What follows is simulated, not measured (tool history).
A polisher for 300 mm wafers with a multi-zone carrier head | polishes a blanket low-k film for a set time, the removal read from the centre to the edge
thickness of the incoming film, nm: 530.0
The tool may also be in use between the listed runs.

run,hour,flow of slurry (ml/min),pressure of the head's centre zone,pressure of the head's middle zone,pressure of the head's edge zone,abrasive content of the slurry,polishing time (s),film removed at the wafer's centre (angstrom),film removed at mid-radius (angstrom),film removed at the wafer's edge (angstrom)
1,0,270,1,1,1,1,82,473.98,463.21,467.85
2,0.9,260,1,0.95,0.98,0.85,73,388.52,354.95,381.39
3,6.3,255,0.99,0.93,0.95,0.75,68,327.19,307.62,318.7
4,7.3,240,1,0.9,0.95,0.7,65,295.39,264.61,284.62
5,7.9,240,1,0.9,0.9,0.7,65,296.84,268.27,278.44
6,14,225,1,0.88,0.91,0.65,65,277.24,246.2,265.27
7,20.3,170,1.01,0.81,0.87,0.5,65,214.3,169.13,198.45
8,27.6,195,1,0.81,0.88,0.5,65,217.72,177.69,200.82

Run 9 comes next. What will it give?
9,32.8,255,1.04,0.82,0.98,0.65,63,?,?,?

{"run 9": {"film removed at the wafer's centre (angstrom)": 281.38, "film removed at mid-radius (angstrom)": 228.11, "film removed at the wafer's edge (angstrom)": 270.82}}
